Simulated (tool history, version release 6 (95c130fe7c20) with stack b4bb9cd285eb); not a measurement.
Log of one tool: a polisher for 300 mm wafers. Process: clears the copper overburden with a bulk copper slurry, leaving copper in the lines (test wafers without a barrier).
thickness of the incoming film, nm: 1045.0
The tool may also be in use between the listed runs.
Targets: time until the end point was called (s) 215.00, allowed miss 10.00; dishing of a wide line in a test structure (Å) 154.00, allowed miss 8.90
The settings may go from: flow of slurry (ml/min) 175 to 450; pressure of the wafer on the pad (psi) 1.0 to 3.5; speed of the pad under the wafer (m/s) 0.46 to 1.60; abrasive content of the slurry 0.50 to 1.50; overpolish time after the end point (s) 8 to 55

| run | hour | flow of slurry (ml/min) | pressure of the wafer on the pad (psi) | speed of the pad under the wafer (m/s) | abrasive content of the slurry | overpolish time after the end point (s) | time until the end point was called (s) | dishing of a wide line in a test structure (Å) |
|---|---|---|---|---|---|---|---|---|
| 1 | 0.0 | 290 | 2.2 | 1.02 | 1.00 | 28 | 158.43 | 212.03 |
| 2 | 2.0 | 315 | 2.2 | 1.02 | 1.00 | 28 | 159.81 | 206.86 |
| 3 | 9.3 | 315 | 2.2 | 1.20 | 1.00 | 28 | 134.04 | 209.56 |
| 4 | 17.1 | 315 | 2.2 | 1.20 | 1.00 | 18 | 134.67 | 200.84 |
| 5 | 17.9 | 315 | 1.8 | 1.20 | 1.00 | 18 | 155.32 | 207.50 |
| 6 | 20.1 | 270 | 1.8 | 1.20 | 1.00 | 18 | 153.31 | 203.76 |
| 7 | 28.3 | 250 | 1.8 | 1.16 | 0.95 | 16 | 161.94 | 198.58 |
| 8 | 29.5 | 250 | 1.8 | 1.16 | 0.95 | 16 | 162.33 | 196.90 |
| 9 | 37.0 | 235 | 1.8 | 1.12 | 0.85 | 14 | 172.81 | 195.92 |
| 10 | 45.0 | 175 | 1.2 | 1.40 | 0.60 | 8 | 195.43 | 154.71 |

5 next moves are on the table. One of them brings every result within its allowed miss. Which?
| A | 53.0 | 175 | 1.3 | 1.56 | 0.50 | 8 | ? | ? |
| B | 53.0 | 215 | 1.4 | 1.16 | 0.65 | 11 | ? | ? |
| C | 53.0 | 175 | 1.0 | 1.60 | 0.65 | 8 | ? | ? |
| D | 53.0 | 185 | 1.5 | 1.24 | 0.70 | 10 | ? | ? |
| E | 53.0 | 180 | 1.0 | 1.54 | 0.50 | 9 | ? | ? |

| move | time until the end point was called (s) | dishing of a wide line in a test structure (Å) |
|---|---|---|
| A | 184.98 | 161.56 |
| B | 215.72 | 172.40 |
| C | 190.81 | 157.75 |
| D | 192.07 | 174.19 |
| E | 214.22 | 157.89 |
A: further off than the last run
B: brings the result that was furthest off to its target, and leaves another outside
C: further off than the last run
D: further off than the last run
E: meets every target
The right move is E.

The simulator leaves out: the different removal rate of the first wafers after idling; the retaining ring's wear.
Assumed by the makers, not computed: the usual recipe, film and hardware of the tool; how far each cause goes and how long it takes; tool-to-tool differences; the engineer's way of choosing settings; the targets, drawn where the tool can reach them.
